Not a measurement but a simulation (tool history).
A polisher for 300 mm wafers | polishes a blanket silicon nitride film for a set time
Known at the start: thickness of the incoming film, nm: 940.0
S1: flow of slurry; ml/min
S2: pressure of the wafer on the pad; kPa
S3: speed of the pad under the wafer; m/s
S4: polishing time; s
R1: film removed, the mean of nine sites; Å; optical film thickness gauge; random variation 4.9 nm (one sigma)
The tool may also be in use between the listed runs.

run	day	S1	S2	S3	S4	R1
1	0	140	24.8	1.1	112	2414.5
2	0.071	145	28.3	1.12	112	2772.1
3	0.417	145	31	1.12	112	3161.7
4	0.475	145	35.9	1.12	112	3576.3
5	0.554	145	32.4	1.12	112	3296.1
6	0.621	150	33.8	1.12	112	3424.6
7	0.979	155	34.5	1.12	112	3493.4
8	1.067	155	35.2	1.12	112	3577
9	1.442	155	35.9	1.12	112	3675.4
10	1.746	155	36.5	1.12	112	3655.9

The next listed run, before its measurement:
11	1.875	155	37.2	1.12	112	?

{"run 11": {"R1": 3763}}

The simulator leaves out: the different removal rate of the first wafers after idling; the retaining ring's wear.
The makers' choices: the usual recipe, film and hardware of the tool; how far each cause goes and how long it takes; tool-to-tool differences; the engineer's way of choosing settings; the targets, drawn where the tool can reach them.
